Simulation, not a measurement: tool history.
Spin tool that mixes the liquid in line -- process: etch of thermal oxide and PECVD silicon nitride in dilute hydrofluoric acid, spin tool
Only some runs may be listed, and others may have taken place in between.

| run | day | temperature setpoint of the liquid (C) | parts of water to one part of 49 % hydrofluoric acid (parts by volume) | time under the liquid (s) | thickness taken off the thermal oxide on a monitor wafer (nm) | thickness taken off the PECVD silicon nitride on a monitor wafer (nm) |
|---|---|---|---|---|---|---|
| 1 | 0 | 24 | 45 | 160 | 20.241 | 7.5496 |
| 2 | 0.154 | 23 | 45 | 160 | 19.422 | 7.0576 |
| 3 | 0.512 | 25 | 35 | 180 | 30.959 | 11.749 |
| 4 | 0.8 | 25 | 50 | 180 | 21.213 | 8.1945 |
| 5 | 0.825 | 25 | 45 | 180 | 23.317 | 9.1045 |
| 6 | 1.125 | 25 | 45 | 115 | 15.1 | 5.7859 |
| 7 | 1.146 | 25 | 45 | 115 | 15.016 | 5.8157 |
| 8 | 1.342 | 26 | 35 | 150 | 26.378 | 10.326 |
| 9 | 1.5 | 29 | 20 | 225 | 80.696 | 32.561 |
| 10 | 1.704 | 28.5 | 20 | 225 | 79.276 | 31.768 |
| 11 | 1.892 | 28 | 20 | 225 | 77.356 | 30.495 |
| 12 | 2.221 | 28 | 25 | 225 | 61.706 | 24.529 |
| 13 | 2.333 | 28.5 | 25 | 225 | 62.528 | 25.337 |
| 14 | 2.483 | 28.5 | 20 | 225 | 79.914 | 31.503 |
| 15 | 2.688 | 28.5 | 25 | 225 | 62.439 | 25.638 |
| 16 | 2.796 | 28 | 20 | 225 | 77.467 | 30.08 |

For run 17, what comes out?
|  | 2.996 | thermometer replaced |
| 17 | 2.996 | 28 | 20 | 225 | ? | ? |

thickness taken off the thermal oxide on a monitor wafer (nm): 70.109
thickness taken off the PECVD silicon nitride on a monitor wafer (nm): 26.12

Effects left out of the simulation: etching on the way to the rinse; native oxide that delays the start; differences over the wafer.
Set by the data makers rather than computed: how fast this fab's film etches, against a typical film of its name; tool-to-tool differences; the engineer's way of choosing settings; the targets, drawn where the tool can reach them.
